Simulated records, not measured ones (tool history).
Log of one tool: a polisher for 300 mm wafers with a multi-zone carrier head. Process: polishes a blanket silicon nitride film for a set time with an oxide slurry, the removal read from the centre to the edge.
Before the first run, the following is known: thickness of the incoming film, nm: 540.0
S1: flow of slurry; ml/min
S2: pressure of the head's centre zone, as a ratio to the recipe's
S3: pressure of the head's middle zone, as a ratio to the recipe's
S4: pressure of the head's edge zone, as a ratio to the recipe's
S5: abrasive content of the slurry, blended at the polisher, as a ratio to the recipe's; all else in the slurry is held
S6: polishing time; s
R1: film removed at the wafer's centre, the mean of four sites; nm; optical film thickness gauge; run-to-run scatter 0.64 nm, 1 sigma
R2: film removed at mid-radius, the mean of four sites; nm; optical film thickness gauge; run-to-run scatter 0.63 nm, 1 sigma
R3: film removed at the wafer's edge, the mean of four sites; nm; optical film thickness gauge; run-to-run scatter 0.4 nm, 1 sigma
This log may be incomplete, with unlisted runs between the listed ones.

{"run": 1, "day": 0.0, "S1": 225, "S2": 1.0, "S3": 1.0, "S4": 1.0, "S5": 1.0, "S6": 57, "R1": 37.042, "R2": 36.437, "R3": 37.026}
{"run": 2, "day": 0.321, "S1": 225, "S2": 1.05, "S3": 1.0, "S4": 1.0, "S5": 1.0, "S6": 57, "R1": 38.792, "R2": 35.908, "R3": 36.618}
{"run": 3, "day": 0.65, "S1": 225, "S2": 1.05, "S3": 0.92, "S4": 1.0, "S5": 1.0, "S6": 57, "R1": 37.995, "R2": 34.156, "R3": 37.003}
{"run": 4, "day": 0.883, "S1": 235, "S2": 1.08, "S3": 0.93, "S4": 1.03, "S5": 1.15, "S6": 58, "R1": 43.084, "R2": 37.034, "R3": 40.715}
{"run": 5, "day": 0.933, "S1": 235, "S2": 1.08, "S3": 0.86, "S4": 1.03, "S5": 1.15, "S6": 58, "R1": 42.583, "R2": 36.142, "R3": 40.88}
{"run": 6, "day": 0.958, "S1": 245, "S2": 1.1, "S3": 0.88, "S4": 1.05, "S5": 1.25, "S6": 59, "R1": 45.956, "R2": 39.163, "R3": 43.575}
{"run": 7, "day": 1.262, "S1": 245, "S2": 1.1, "S3": 0.88, "S4": 1.05, "S5": 1.25, "S6": 59, "R1": 45.96, "R2": 37.958, "R3": 43.448}
{"run": 8, "day": 1.571, "S1": 295, "S2": 1.19, "S3": 0.97, "S4": 1.15, "S5": 1.5, "S6": 61, "R1": 55.313, "R2": 46.781, "R3": 51.144}

Run 9 is up next; what results do you expect?
{"run": 9, "day": 1.7, "S1": 295, "S2": 1.19, "S3": 0.96, "S4": 1.14, "S5": 1.5, "S6": 62, "R1": "?", "R2": "?", "R3": "?"}

R1: 57.005 nm
R2: 47.541 nm
R3: 52.168 nm
